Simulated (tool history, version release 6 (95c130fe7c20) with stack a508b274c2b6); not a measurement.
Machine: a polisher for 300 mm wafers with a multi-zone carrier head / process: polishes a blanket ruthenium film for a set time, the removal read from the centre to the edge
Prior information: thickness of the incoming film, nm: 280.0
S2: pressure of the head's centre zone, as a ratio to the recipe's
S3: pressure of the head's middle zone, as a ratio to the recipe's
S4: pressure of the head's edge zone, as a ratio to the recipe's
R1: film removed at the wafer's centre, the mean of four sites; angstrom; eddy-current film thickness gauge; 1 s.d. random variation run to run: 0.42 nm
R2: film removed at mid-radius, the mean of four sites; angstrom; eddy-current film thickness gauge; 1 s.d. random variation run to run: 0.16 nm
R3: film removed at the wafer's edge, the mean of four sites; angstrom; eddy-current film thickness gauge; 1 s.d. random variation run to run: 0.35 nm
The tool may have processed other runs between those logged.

{"run": 1, "hour": 0.0, "flow of slurry (ml/min)": 300, "S2": 1, "S3": 1, "S4": 1, "polishing time (s)": 31, "R1": 365.08, "R2": 367.15, "R3": 377.62}
{"run": 2, "hour": 5.4, "flow of slurry (ml/min)": 300, "S2": 1, "S3": 0.93, "S4": 1, "polishing time (s)": 31, "R1": 368.69, "R2": 355.2, "R3": 369.17}
{"run": 3, "hour": 12.5, "flow of slurry (ml/min)": 290, "S2": 1, "S3": 0.9, "S4": 1.01, "polishing time (s)": 29, "R1": 347.77, "R2": 325.01, "R3": 340.29}
{"run": 4, "hour": 21.0, "flow of slurry (ml/min)": 325, "S2": 1, "S3": 0.9, "S4": 1.01, "polishing time (s)": 29, "R1": 342.18, "R2": 326.06, "R3": 349.11}
{"run": 5, "hour": 28.3, "flow of slurry (ml/min)": 325, "S2": 1, "S3": 0.9, "S4": 1.01, "polishing time (s)": 35, "R1": 407.4, "R2": 396.84, "R3": 422.4}
{"run": 6, "hour": 36.4, "flow of slurry (ml/min)": 320, "S2": 1, "S3": 0.87, "S4": 1.02, "polishing time (s)": 32, "R1": 379.45, "R2": 355.79, "R3": 389.26}

The next listed run, before its measurement:
{"run": 7, "hour": 43.8, "flow of slurry (ml/min)": 285, "S2": 0.99, "S3": 0.81, "S4": 0.94, "polishing time (s)": 23, "R1": "?", "R2": "?", "R3": "?"}

R1: 269.12 angstrom
R2: 242.96 angstrom
R3: 264.05 angstrom

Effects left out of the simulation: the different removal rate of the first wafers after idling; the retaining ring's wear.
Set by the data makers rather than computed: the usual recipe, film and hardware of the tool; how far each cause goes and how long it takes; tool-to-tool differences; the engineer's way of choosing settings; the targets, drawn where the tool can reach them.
